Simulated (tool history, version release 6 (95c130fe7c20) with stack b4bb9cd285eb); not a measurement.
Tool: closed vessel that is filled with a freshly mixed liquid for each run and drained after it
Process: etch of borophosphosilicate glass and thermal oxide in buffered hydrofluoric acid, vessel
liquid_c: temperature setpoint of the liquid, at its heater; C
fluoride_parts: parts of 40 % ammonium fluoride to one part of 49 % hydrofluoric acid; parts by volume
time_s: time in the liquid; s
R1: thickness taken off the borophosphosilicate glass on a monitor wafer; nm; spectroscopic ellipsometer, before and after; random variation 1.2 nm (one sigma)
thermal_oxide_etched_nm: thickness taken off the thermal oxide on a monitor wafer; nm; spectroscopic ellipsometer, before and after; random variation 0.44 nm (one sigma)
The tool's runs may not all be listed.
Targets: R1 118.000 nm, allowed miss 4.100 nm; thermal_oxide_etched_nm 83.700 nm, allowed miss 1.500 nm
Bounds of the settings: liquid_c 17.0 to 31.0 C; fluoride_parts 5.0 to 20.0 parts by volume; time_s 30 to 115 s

run 1 hour=0.0 | liquid_c=23.0 fluoride_parts=12.0 time_s=60 | R1=78.146 thermal_oxide_etched_nm=54.940
run 2 hour=5.6 | liquid_c=23.0 fluoride_parts=14.0 time_s=60 | R1=67.504 thermal_oxide_etched_nm=47.248
run 3 hour=9.9 | liquid_c=23.0 fluoride_parts=14.0 time_s=85 | R1=94.233 thermal_oxide_etched_nm=67.253
run 4 hour=17.2 | liquid_c=24.5 fluoride_parts=14.0 time_s=85 | R1=101.720 thermal_oxide_etched_nm=72.818
run 5 hour=23.9 | liquid_c=24.5 fluoride_parts=14.0 time_s=95 | R1=115.020 thermal_oxide_etched_nm=81.164
run 6 hour=29.5 | liquid_c=24.5 fluoride_parts=15.5 time_s=95 | R1=102.240 thermal_oxide_etched_nm=73.830
run 7 hour=33.1 | liquid_c=25.5 fluoride_parts=15.5 time_s=95 | R1=108.500 thermal_oxide_etched_nm=77.751
run 8 hour=35.3 | liquid_c=26.0 fluoride_parts=15.5 time_s=95 | R1=111.390 thermal_oxide_etched_nm=79.369
run 9 hour=38.5 | liquid_c=26.5 fluoride_parts=15.5 time_s=95 | R1=113.290 thermal_oxide_etched_nm=81.668

4 next moves are on the table. One of them brings every result within its allowed miss. Which?
run A hour=41.7 | liquid_c=18.5 fluoride_parts=5.5 time_s=55 | R1=? thermal_oxide_etched_nm=?
run B hour=41.7 | liquid_c=26.0 fluoride_parts=14.0 time_s=90 | R1=? thermal_oxide_etched_nm=?
run C hour=41.7 | liquid_c=26.0 fluoride_parts=16.0 time_s=95 | R1=? thermal_oxide_etched_nm=?
run D hour=41.7 | liquid_c=26.0 fluoride_parts=19.0 time_s=115 | R1=? thermal_oxide_etched_nm=?

move=A R1=114.580 thermal_oxide_etched_nm=81.232
move=B R1=116.220 thermal_oxide_etched_nm=83.826
move=C R1=107.540 thermal_oxide_etched_nm=77.611
move=D R1=109.860 thermal_oxide_etched_nm=79.331
A: further off than the last run
B: meets every target
C: further off than the last run
D: further off than the last run
The right move is B.
